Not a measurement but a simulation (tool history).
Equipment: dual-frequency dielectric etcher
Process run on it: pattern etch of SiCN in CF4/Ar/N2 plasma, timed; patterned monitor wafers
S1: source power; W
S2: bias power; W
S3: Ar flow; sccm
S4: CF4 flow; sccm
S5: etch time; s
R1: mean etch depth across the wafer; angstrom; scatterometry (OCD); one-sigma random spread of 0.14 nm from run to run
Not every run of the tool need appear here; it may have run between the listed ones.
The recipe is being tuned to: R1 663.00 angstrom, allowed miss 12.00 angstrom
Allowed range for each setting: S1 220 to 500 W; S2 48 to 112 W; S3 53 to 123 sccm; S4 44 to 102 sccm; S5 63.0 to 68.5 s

Run 1, hour 0.0: S1 360 W, S2 80 W, S3 88 sccm, S4 73 sccm, S5 68.5 s. Result: R1 566.45 angstrom.
Run 2, hour 7.3: S1 380 W, S2 80 W, S3 88 sccm, S4 73 sccm, S5 68.5 s. Result: R1 584.19 angstrom.
Run 3, hour 15.4: S1 380 W, S2 67 W, S3 88 sccm, S4 73 sccm, S5 68.5 s. Result: R1 551.97 angstrom.
Run 4, hour 18.0: S1 380 W, S2 67 W, S3 76 sccm, S4 73 sccm, S5 68.5 s. Result: R1 559.70 angstrom.
Run 5, hour 23.1: S1 400 W, S2 67 W, S3 76 sccm, S4 73 sccm, S5 68.5 s. Result: R1 579.86 angstrom.
Run 6, hour 31.2: S1 420 W, S2 67 W, S3 76 sccm, S4 73 sccm, S5 68.5 s. Result: R1 594.29 angstrom.
Run 7, hour 32.4: S1 440 W, S2 67 W, S3 76 sccm, S4 73 sccm, S5 68.5 s. Result: R1 613.09 angstrom.
Run 8, hour 38.6: S1 450 W, S2 67 W, S3 76 sccm, S4 73 sccm, S5 68.5 s. Result: R1 621.24 angstrom.
Run 9, hour 41.7: S1 460 W, S2 67 W, S3 76 sccm, S4 73 sccm, S5 68.5 s. Result: R1 629.07 angstrom.
Run 10, hour 46.9: S1 460 W, S2 67 W, S3 76 sccm, S4 73 sccm, S5 68.5 s. Result: R1 628.21 angstrom.
Run 11, hour 48.1: S1 470 W, S2 67 W, S3 76 sccm, S4 73 sccm, S5 68.5 s. Result: R1 638.39 angstrom.
Run 12, hour 49.3: S1 480 W, S2 67 W, S3 76 sccm, S4 73 sccm, S5 68.5 s. Result: R1 647.90 angstrom.

Which one of the following 5 next-run settings gets every result inside its allowed miss? There is exactly one.
Run A, hour 50.5: S1 440 W, S2 75 W, S3 58 sccm, S4 77 sccm, S5 66.0 s. Result: R1 ?.
Run B, hour 50.5: S1 500 W, S2 78 W, S3 88 sccm, S4 79 sccm, S5 68.5 s. Result: R1 ?.
Run C, hour 50.5: S1 500 W, S2 65 W, S3 74 sccm, S4 77 sccm, S5 68.5 s. Result: R1 ?.
Run D, hour 50.5: S1 460 W, S2 73 W, S3 72 sccm, S4 79 sccm, S5 66.5 s. Result: R1 ?.
Run E, hour 50.5: S1 500 W, S2 94 W, S3 98 sccm, S4 78 sccm, S5 65.5 s. Result: R1 ?.

move      R1
   A  627.70
   B  691.92
   C  662.75
   D  634.92
   E  696.06
A: moves away from the targets compared with the last run
B: pushes the last run's worst result past its target
C: every result within its allowed miss
D: moves away from the targets compared with the last run
E: pushes the last run's worst result past its target
The right move is C.

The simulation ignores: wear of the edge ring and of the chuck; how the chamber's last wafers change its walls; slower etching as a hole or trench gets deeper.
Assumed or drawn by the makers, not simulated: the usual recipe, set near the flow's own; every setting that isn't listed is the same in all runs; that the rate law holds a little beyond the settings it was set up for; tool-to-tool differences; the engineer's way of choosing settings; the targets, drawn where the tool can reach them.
